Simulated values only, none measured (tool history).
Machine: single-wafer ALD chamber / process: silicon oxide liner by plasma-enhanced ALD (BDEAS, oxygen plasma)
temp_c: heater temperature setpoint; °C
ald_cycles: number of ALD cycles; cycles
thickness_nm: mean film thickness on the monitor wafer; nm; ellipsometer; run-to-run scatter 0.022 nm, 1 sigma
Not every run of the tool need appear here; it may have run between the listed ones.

Run 1, hour 0.0: temp_c 315 °C, ald_cycles 63 cycles. Result: thickness_nm 5.7391 nm.
Run 2, hour 1.7: temp_c 314 °C, ald_cycles 66 cycles. Result: thickness_nm 6.0102 nm.
Run 3, hour 2.7: temp_c 314 °C, ald_cycles 70 cycles. Result: thickness_nm 6.3705 nm.
Run 4, hour 4.1: temp_c 320 °C, ald_cycles 70 cycles. Result: thickness_nm 6.3474 nm.
Run 5, hour 10.7: temp_c 320 °C, ald_cycles 72 cycles. Result: thickness_nm 6.5142 nm.
Run 6, hour 15.9: temp_c 313 °C, ald_cycles 72 cycles. Result: thickness_nm 6.5622 nm.
Run 7, hour 21.3: temp_c 313 °C, ald_cycles 73 cycles. Result: thickness_nm 6.6873 nm.
Run 8, hour 28.9: temp_c 312 °C, ald_cycles 74 cycles. Result: thickness_nm 6.7859 nm.
At hour 30.7: thermocouple changed; heater temperature recalibrated.
Run 9, hour 30.7: temp_c 312 °C, ald_cycles 75 cycles. Result: thickness_nm 6.7802 nm.

Run 10 has not been measured yet. What should we expect?
Run 10, hour 39.2: temp_c 312 °C, ald_cycles 76 cycles. Result: thickness_nm ?.

Run 10 came out at thickness_nm 6.8901 nm.

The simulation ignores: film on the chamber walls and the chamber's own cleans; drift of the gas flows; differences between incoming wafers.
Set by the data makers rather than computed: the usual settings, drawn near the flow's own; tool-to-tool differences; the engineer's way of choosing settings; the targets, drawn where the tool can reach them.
